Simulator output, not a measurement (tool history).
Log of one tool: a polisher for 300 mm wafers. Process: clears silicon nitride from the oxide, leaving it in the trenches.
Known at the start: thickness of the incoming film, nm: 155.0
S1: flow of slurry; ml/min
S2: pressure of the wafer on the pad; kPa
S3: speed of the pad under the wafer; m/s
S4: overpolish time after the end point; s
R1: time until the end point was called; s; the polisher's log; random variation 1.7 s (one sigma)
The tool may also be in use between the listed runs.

run  hour   S1    S2    S3  S4      R1
  1     0  135  17.2  1.16  29  174.63
  2   6.8  135  21.4  1.16  29  145.31
  3  15.3  160  21.4  1.16  29  142.55
  4  20.2  160  21.4  1.16  31  141.28
  5  25.8  160  21.4  1.16  31  145.83
  6  30.6  175  21.4  1.16  31  141.54

Forecast run 7:
  7    37  175  22.1  1.16  31   ?

{"run 7": {"R1": 138.01}}
